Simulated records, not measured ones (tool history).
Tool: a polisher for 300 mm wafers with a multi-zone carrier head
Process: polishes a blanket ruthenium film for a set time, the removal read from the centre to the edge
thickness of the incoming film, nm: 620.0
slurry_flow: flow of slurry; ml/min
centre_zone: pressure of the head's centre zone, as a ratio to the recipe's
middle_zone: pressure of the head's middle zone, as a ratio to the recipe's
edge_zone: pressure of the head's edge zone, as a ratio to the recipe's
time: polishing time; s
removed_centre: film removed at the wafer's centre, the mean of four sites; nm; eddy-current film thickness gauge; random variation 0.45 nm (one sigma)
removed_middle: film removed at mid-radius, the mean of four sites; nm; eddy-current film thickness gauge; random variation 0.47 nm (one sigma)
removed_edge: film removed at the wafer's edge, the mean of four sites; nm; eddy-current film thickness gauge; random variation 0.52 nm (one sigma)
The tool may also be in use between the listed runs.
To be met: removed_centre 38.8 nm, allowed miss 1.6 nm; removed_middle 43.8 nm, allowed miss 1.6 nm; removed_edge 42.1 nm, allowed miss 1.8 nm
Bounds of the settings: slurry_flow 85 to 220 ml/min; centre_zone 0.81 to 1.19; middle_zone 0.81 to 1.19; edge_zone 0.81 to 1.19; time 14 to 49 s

| run | hour | slurry_flow | centre_zone | middle_zone | edge_zone | time | removed_centre | removed_middle | removed_edge |
|---|---|---|---|---|---|---|---|---|---|
| 1 | 0 | 140 | 1 | 1 | 1 | 31 | 35.736 | 35.908 | 36.325 |
| 2 | 7.7 | 140 | 1 | 1 | 1.07 | 31 | 36.036 | 35.584 | 36.166 |
| 3 | 15.4 | 140 | 1 | 1 | 1.07 | 25 | 29.131 | 29.047 | 29.368 |
| 4 | 16.3 | 170 | 1 | 1 | 1.07 | 25 | 29.384 | 29.887 | 30.255 |
| 5 | 22 | 175 | 0.99 | 1.01 | 1.07 | 26 | 31.002 | 31.378 | 32.07 |
| 6 | 29.2 | 175 | 0.92 | 1.01 | 1.07 | 26 | 29.01 | 31.906 | 31.41 |
| 7 | 30.7 | 180 | 0.92 | 1.02 | 1.07 | 27 | 30.169 | 33.273 | 32.74 |
| 8 | 32.7 | 185 | 0.92 | 1.03 | 1.07 | 28 | 31.846 | 34.582 | 34.158 |
| 9 | 39.7 | 200 | 0.92 | 1.13 | 1.15 | 34 | 39.162 | 46.44 | 44.437 |

Which of these 4 next moves meets every target?
| A | 46.7 | 190 | 0.87 | 0.98 | 1.19 | 36 | ? | ? | ? |
| B | 46.7 | 205 | 0.91 | 1.19 | 1.09 | 32 | ? | ? | ? |
| C | 46.7 | 175 | 0.87 | 1.13 | 1.19 | 33 | ? | ? | ? |
| D | 46.7 | 185 | 0.94 | 1.07 | 1.1 | 34 | ? | ? | ? |

| move | removed_centre | removed_middle | removed_edge |
|---|---|---|---|
| A | 37.85 | 43.328 | 45.97 |
| B | 35.705 | 45.975 | 39.278 |
| C | 34.222 | 44.242 | 41.645 |
| D | 38.494 | 43.889 | 41.512 |
A: brings the result that was furthest off to its target, and leaves another outside
B: further off than the last run
C: brings the result that was furthest off to its target, and leaves another outside
D: meets every target
Answer: D
